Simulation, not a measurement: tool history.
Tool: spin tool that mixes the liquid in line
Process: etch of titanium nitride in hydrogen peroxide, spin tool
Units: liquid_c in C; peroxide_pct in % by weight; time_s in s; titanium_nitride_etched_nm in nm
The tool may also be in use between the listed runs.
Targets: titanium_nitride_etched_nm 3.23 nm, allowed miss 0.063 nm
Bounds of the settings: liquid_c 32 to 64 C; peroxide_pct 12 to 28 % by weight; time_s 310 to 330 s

run,day,liquid_c,peroxide_pct,time_s,titanium_nitride_etched_nm
1,0,48,19,310,6.2659
2,0.146,48,21,310,6.4365
3,0.221,48,24,310,6.5341
4,0.483,48,21,310,6.4554
5,0.683,46,21,310,5.5492
6,0.862,44.5,21,310,4.9336
7,0.929,43.5,21,310,4.6147
8,0.975,42.5,21,310,4.2012
9,1.321,42,21,310,4.1103
10,1.6,41.5,21,310,3.9264
11,1.846,41,21,310,3.7671
12,1.921,40.5,21,310,3.6416
13,2.054,40,21,310,3.4725

5 next moves are on the table. One of them brings every result within its allowed miss. Which?
A,2.188,39,21,310,?
B,2.188,39.5,17,325,?
C,2.188,41,16.5,310,?
D,2.188,40,19.5,330,?
E,2.188,40,23,310,?

move,titanium_nitride_etched_nm
A,3.2598
B,3.3955
C,3.6113
D,3.6894
E,3.5911
A: meets every target
B: nearer than the last run, and not there yet
C: further off than the last run
D: further off than the last run
E: further off than the last run
Answer: A
